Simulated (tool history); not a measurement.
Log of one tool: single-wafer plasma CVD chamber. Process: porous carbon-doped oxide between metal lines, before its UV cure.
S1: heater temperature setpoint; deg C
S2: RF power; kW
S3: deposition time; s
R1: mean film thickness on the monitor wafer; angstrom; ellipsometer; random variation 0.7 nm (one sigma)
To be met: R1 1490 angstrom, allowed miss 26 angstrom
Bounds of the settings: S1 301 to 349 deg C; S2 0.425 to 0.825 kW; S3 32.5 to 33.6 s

run 1 hour=0 | S1=325 S2=0.625 S3=32.5 | R1=1840.7
run 2 hour=6.4 | S1=320 S2=0.625 S3=32.5 | R1=1889.3
run 3 hour=9 | S1=320 S2=0.625 S3=32.5 | R1=1888.2
run 4 hour=9.8 | S1=327 S2=0.625 S3=32.5 | R1=1829.5
run 5 hour=14.6 | S1=332 S2=0.59 S3=32.5 | R1=1708.5
run 6 hour=19.5 | S1=338 S2=0.59 S3=32.5 | R1=1651.2
run 7 hour=24.5 | S1=341 S2=0.575 S3=32.5 | R1=1605.2
run 8 hour=31.4 | S1=343 S2=0.565 S3=32.5 | R1=1559.8
run 9 hour=32.5 | S1=344 S2=0.56 S3=32.5 | R1=1552.8

5 next moves are on the table. One of them brings every result within its allowed miss. Which?
run A hour=33.6 | S1=341 S2=0.475 S3=33.6 | R1=?
run B hour=33.6 | S1=340 S2=0.515 S3=33.6 | R1=?
run C hour=33.6 | S1=346 S2=0.51 S3=32.5 | R1=?
run D hour=33.6 | S1=343 S2=0.53 S3=32.5 | R1=?
run E hour=33.6 | S1=339 S2=0.53 S3=32.9 | R1=?

move=A R1=1431
move=B R1=1531.8
move=C R1=1432.3
move=D R1=1495.5
move=E R1=1541.2
A: takes the result that was furthest off past its target
B: nearer than the last run, and not there yet
C: takes the result that was furthest off past its target
D: meets every target
E: nearer than the last run, and not there yet
The right move is D.
